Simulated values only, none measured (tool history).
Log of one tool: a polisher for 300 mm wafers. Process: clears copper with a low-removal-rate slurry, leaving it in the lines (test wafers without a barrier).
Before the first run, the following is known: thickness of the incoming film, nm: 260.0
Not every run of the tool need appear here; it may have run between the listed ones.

run,hour,flow of slurry (ml/min),pressure of the wafer on the pad (psi),speed of the pad under the wafer (m/s),abrasive content of the slurry,overpolish time after the end point (s),time until the end point was called (s),dishing of a wide line in a test structure (nm)
1,0,230,3.8,0.82,1,16,78.916,39.432
2,2.5,230,4.2,0.82,1,16,70.51,43.305
3,4.7,230,4.2,0.82,1,9,70.962,26.027
4,6.9,230,4.3,0.82,1,10,69.737,29.16
5,8.8,230,4.4,0.82,1,11,67.983,32.728
6,17.6,230,4.4,1,1,11,55.567,39.436
7,19.3,230,4.4,1,1,12,56.842,42.056
8,26.9,225,4.4,1,1,13,56.597,44.94

The next listed run, before its measurement:
9,32.1,220,4.4,1,1,14,?,?

Run 9 gave time until the end point was called (s) 56.172, dishing of a wide line in a test structure (nm) 46.863.
